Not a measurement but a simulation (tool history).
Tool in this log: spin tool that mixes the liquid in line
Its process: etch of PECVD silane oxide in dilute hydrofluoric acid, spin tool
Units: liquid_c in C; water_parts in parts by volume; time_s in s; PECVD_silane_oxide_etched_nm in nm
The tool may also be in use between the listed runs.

Run 1, hour 0.0: liquid_c 21.0 C, water_parts 85 parts by volume, time_s 15 s. Result: PECVD_silane_oxide_etched_nm 2.4094 nm.
Run 2, hour 4.7: liquid_c 22.0 C, water_parts 80 parts by volume, time_s 15 s. Result: PECVD_silane_oxide_etched_nm 2.7112 nm.
Run 3, hour 12.6: liquid_c 23.0 C, water_parts 80 parts by volume, time_s 15 s. Result: PECVD_silane_oxide_etched_nm 2.8014 nm.
Run 4, hour 16.3: liquid_c 23.5 C, water_parts 75 parts by volume, time_s 15 s. Result: PECVD_silane_oxide_etched_nm 3.0342 nm.
Run 5, hour 21.7: liquid_c 24.0 C, water_parts 75 parts by volume, time_s 15 s. Result: PECVD_silane_oxide_etched_nm 3.1342 nm.
Run 6, hour 26.5: liquid_c 24.0 C, water_parts 65 parts by volume, time_s 15 s. Result: PECVD_silane_oxide_etched_nm 3.7096 nm.
Run 7, hour 28.7: liquid_c 24.5 C, water_parts 65 parts by volume, time_s 15 s. Result: PECVD_silane_oxide_etched_nm 3.7697 nm.
Run 8, hour 36.4: liquid_c 25.0 C, water_parts 65 parts by volume, time_s 15 s. Result: PECVD_silane_oxide_etched_nm 3.7990 nm.
Run 9, hour 37.8: liquid_c 25.5 C, water_parts 65 parts by volume, time_s 15 s. Result: PECVD_silane_oxide_etched_nm 3.8921 nm.

What does the tool deliver on the next run?
Run 10, hour 39.8: liquid_c 26.0 C, water_parts 65 parts by volume, time_s 15 s. Result: PECVD_silane_oxide_etched_nm ?.

{"run 10": {"PECVD_silane_oxide_etched_nm": 4.0344}}

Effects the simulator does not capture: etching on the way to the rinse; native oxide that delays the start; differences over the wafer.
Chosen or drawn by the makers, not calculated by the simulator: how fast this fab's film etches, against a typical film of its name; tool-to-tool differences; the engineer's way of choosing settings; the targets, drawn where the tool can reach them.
